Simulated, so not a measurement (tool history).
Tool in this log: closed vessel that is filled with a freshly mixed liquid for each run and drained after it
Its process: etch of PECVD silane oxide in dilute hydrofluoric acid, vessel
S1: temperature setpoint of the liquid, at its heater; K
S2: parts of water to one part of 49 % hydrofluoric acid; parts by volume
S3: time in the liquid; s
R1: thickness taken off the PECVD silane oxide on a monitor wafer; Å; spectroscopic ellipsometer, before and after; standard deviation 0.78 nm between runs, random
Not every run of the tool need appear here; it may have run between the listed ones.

run	hour	S1	S2	S3	R1
1	0	294.15	40	85	696.95
2	4.2	294.15	40	90	731.95
3	6.9	295.15	40	90	764.27
4	14.3	295.15	50	90	603.36
5	20.5	292.15	50	90	535.52
6	27.2	293.65	50	90	570.02
7	32.6	294.65	50	90	583.44

The next listed run, before its measurement:
# hour 40.1: thermometer replaced
8	40.1	295.65	45	90	?

{"run 8": {"R1": 658.43}}
